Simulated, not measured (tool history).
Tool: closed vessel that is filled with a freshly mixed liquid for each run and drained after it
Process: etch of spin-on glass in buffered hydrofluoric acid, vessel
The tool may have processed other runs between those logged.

| run | hour | temperature setpoint of the liquid (C) | parts of 40 % ammonium fluoride to one part of 49 % hydrofluoric acid (parts by volume) | time in the liquid (s) | thickness taken off the spin-on glass on a monitor wafer (nm) |
|---|---|---|---|---|---|
| 1 | 0.0 | 21.0 | 13 | 105 | 217.29 |
| 2 | 5.5 | 22.0 | 13 | 105 | 228.83 |
| 3 | 13.7 | 22.0 | 13 | 110 | 238.20 |
| 4 | 20.9 | 23.0 | 13 | 110 | 254.20 |
|  | 23.9 | hydrofluoric acid flow meter replaced |
| 5 | 23.9 | 21.5 | 13 | 110 | 221.15 |
| 6 | 32.5 | 18.0 | 13 | 110 | 180.96 |
| 7 | 39.9 | 19.5 | 13 | 110 | 198.82 |
| 8 | 43.5 | 20.5 | 13 | 110 | 206.98 |
| 9 | 51.6 | 21.5 | 13 | 110 | 218.95 |

What will run 10 give?
| 10 | 56.3 | 22.5 | 13 | 110 | ? |

{"run 10": {"thickness taken off the spin-on glass on a monitor wafer (nm)": 236.35}}
